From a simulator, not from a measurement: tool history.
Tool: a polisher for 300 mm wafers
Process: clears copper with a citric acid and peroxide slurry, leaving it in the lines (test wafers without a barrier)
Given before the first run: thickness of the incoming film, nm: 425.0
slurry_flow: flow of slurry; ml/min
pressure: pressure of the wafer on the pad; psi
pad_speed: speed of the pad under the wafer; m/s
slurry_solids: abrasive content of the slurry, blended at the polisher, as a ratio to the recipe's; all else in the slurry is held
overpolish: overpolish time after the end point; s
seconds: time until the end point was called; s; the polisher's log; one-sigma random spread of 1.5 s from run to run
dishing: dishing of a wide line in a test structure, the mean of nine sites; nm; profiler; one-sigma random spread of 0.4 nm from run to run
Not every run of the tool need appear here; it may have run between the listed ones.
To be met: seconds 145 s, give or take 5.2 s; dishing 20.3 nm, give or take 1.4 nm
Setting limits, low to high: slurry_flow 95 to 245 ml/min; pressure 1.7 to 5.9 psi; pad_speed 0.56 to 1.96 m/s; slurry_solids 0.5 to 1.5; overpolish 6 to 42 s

run  hour  slurry_flow  pressure  pad_speed  slurry_solids  overpolish  seconds  dishing
  1     0          155       3.8       1.26              1          21    140.3   41.853
  2   7.1          155       3.8       1.26            1.1          21   133.94   43.425
  3  14.2          160       3.6       1.28            1.1          17   142.95   35.397
  4  14.9          160       3.1       1.28            1.1          17   163.43   31.009
  5  23.4          160       2.2       1.28            1.1          17   223.17   23.584
  6  28.9          165       2.4       1.32            1.1          14   203.21    21.75
  7  36.2          165       2.4       1.32            1.1          14   205.38   21.574
  8  36.8          165       2.4       1.32            1.1          14    206.5   22.327
  9  38.3          165       2.4       1.32            1.1          14   205.56   21.443
 10  43.3          165       2.4       1.32            1.1          14   202.25   21.218
 11  51.4          170       2.6       1.34            1.1          12    186.7   21.165
 12  57.7          175       2.8       1.34            1.1          11   176.04   19.695
 13    63          180       2.9       1.34            1.1          11   168.45   21.525
 14  71.1          185         3       1.34            1.1          10   162.18   19.442
 15  76.6          190       3.1       1.34            1.1          10   156.18   21.682
 16    79          195       3.3       1.38            1.1           6   144.51   14.717
 17    82          195       3.3       1.38           1.15           7   141.69   16.453
 18  90.3          190       3.3       1.38            1.1           8   143.68    18.08

Which single option among these 4 for the next run brings every result within its allowed miss of target? Just one does.
  A  98.6          190       3.4       1.36            0.8          11        ?        ?
  B  98.6          215       3.1        1.5            1.1           6        ?        ?
  C  98.6          190       3.3       1.28            1.3           9        ?        ?
  D  98.6          200       3.3       1.34           1.15           6        ?        ?

move  seconds  dishing
   A   145.92   24.124
   B    138.8   14.621
   C   142.64    20.62
   D   140.84   14.448
A: takes the result that was furthest off past its target
B: moves away from the targets compared with the last run
C: every result lands within tolerance
D: moves away from the targets compared with the last run
Answer: C
